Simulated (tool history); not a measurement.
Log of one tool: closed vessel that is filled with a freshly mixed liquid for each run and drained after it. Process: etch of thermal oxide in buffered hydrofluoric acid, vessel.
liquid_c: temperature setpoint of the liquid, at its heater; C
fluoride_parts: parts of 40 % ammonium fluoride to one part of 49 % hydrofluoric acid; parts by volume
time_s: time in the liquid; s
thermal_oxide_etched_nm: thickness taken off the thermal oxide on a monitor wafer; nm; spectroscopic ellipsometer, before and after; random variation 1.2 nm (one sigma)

run	hour	liquid_c	fluoride_parts	time_s	thermal_oxide_etched_nm
1	0	24	15	90	65.708
2	8.5	25.5	14	90	76.618
3	14.2	26.5	13.5	90	83.341
4	15.2	27.5	13	90	91.91
5	21.9	27.5	13	95	96.673
6	25.9	30.5	13	95	112.59
7	30.3	31	12.5	95	122.23

The next listed run, before its measurement:
8	32.1	31.5	12	95	?

{"run 8": {"thermal_oxide_etched_nm": 130.31}}
